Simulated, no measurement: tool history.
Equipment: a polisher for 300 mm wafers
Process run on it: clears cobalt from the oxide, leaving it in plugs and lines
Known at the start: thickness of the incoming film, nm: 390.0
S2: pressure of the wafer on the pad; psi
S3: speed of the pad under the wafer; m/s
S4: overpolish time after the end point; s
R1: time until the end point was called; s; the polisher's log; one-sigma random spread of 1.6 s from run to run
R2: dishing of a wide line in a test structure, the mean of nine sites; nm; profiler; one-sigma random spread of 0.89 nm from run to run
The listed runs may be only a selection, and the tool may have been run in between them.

Run 1, hour 0.0: flow of slurry (ml/min) 135, S2 2.2 psi, S3 1.26 m/s, S4 16 s. Result: R1 58.308 s, R2 57.340 nm.
Run 2, hour 3.8: flow of slurry (ml/min) 135, S2 2.0 psi, S3 1.24 m/s, S4 15 s. Result: R1 61.519 s, R2 52.597 nm.
Run 3, hour 8.5: flow of slurry (ml/min) 135, S2 1.8 psi, S3 1.20 m/s, S4 15 s. Result: R1 69.590 s, R2 53.352 nm.
Run 4, hour 9.6: flow of slurry (ml/min) 150, S2 1.8 psi, S3 1.20 m/s, S4 15 s. Result: R1 68.847 s, R2 54.924 nm.
Run 5, hour 12.9: flow of slurry (ml/min) 150, S2 1.8 psi, S3 1.20 m/s, S4 19 s. Result: R1 69.886 s, R2 57.712 nm.
Run 6, hour 17.0: flow of slurry (ml/min) 150, S2 2.3 psi, S3 1.20 m/s, S4 19 s. Result: R1 56.276 s, R2 63.768 nm.
Run 7, hour 21.4: flow of slurry (ml/min) 145, S2 2.1 psi, S3 1.18 m/s, S4 17 s. Result: R1 62.541 s, R2 58.809 nm.
Run 8, hour 22.0: flow of slurry (ml/min) 140, S2 1.9 psi, S3 1.18 m/s, S4 16 s. Result: R1 68.793 s, R2 54.647 nm.
Run 9, hour 26.1: flow of slurry (ml/min) 135, S2 1.8 psi, S3 1.18 m/s, S4 15 s. Result: R1 72.298 s, R2 51.120 nm.

Run 10 has not been measured yet. What should we expect?
Run 10, hour 32.9: flow of slurry (ml/min) 130, S2 1.7 psi, S3 1.18 m/s, S4 14 s. Result: R1 ?, R2 ?.

{"run 10": {"R1": 76.172, "R2": 49.53}}
